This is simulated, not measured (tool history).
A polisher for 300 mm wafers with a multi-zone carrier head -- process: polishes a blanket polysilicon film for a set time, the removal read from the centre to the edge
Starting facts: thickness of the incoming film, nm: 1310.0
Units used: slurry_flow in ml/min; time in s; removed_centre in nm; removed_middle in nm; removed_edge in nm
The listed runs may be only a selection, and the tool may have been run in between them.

run,day,slurry_flow,centre_zone,middle_zone,edge_zone,time,removed_centre,removed_middle,removed_edge
1,0.000,175,1.00,1.00,1.00,65,479.66,486.92,509.88
2,0.033,205,1.00,1.00,1.00,65,507.31,497.79,504.18
3,0.304,170,1.00,1.00,1.00,65,490.64,483.15,493.92
4,0.425,165,0.97,1.01,0.99,62,444.10,450.51,480.54
5,0.562,165,0.97,1.01,0.91,62,442.45,469.14,455.80
6,0.771,165,0.97,1.07,0.91,62,432.77,479.62,454.54
7,0.979,165,0.96,1.07,0.90,59,411.65,456.07,438.04
8,1.004,165,0.95,1.08,0.89,57,404.30,447.04,410.73
9,1.233,155,0.93,1.08,0.89,56,378.61,434.41,405.26
10,1.471,150,0.92,1.08,0.89,55,363.33,430.49,386.56

Run 11 comes next. What will it give?
11,1.662,145,0.91,1.06,0.91,54,?,?,?

{"run 11": {"removed_centre": 345.54, "removed_middle": 403.36, "removed_edge": 387.3}}
